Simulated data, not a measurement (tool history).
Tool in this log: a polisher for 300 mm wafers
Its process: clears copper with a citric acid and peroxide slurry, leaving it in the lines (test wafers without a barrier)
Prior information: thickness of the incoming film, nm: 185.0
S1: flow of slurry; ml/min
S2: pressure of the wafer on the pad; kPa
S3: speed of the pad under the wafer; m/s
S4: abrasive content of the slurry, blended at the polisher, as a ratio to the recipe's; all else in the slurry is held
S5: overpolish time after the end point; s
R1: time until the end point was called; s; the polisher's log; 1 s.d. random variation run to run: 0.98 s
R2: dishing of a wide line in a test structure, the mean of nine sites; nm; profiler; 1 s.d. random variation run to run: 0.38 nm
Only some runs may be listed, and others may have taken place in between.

Run 1, day 0.000: S1 315 ml/min, S2 26.2 kPa, S3 0.92 m/s, S4 1.0, S5 12 s. Result: R1 86.004 s, R2 18.893 nm.
Run 2, day 0.054: S1 370 ml/min, S2 26.2 kPa, S3 0.92 m/s, S4 1.0, S5 12 s. Result: R1 84.272 s, R2 19.717 nm.
Run 3, day 0.338: S1 365 ml/min, S2 27.6 kPa, S3 0.92 m/s, S4 1.0, S5 12 s. Result: R1 79.833 s, R2 20.456 nm.
Run 4, day 0.533: S1 400 ml/min, S2 27.6 kPa, S3 0.92 m/s, S4 1.0, S5 12 s. Result: R1 80.087 s, R2 20.712 nm.
Run 5, day 0.571: S1 400 ml/min, S2 27.6 kPa, S3 0.92 m/s, S4 1.0, S5 16 s. Result: R1 78.936 s, R2 26.417 nm.
Run 6, day 0.804: S1 400 ml/min, S2 28.3 kPa, S3 0.92 m/s, S4 1.0, S5 16 s. Result: R1 77.595 s, R2 26.590 nm.

Run 7, settings as shown, results not yet in. Your forecast:
Run 7, day 1.008: S1 400 ml/min, S2 29.0 kPa, S3 0.92 m/s, S4 1.0, S5 16 s. Result: R1 ?, R2 ?.

R1: 72.499 s
R2: 27.194 nm

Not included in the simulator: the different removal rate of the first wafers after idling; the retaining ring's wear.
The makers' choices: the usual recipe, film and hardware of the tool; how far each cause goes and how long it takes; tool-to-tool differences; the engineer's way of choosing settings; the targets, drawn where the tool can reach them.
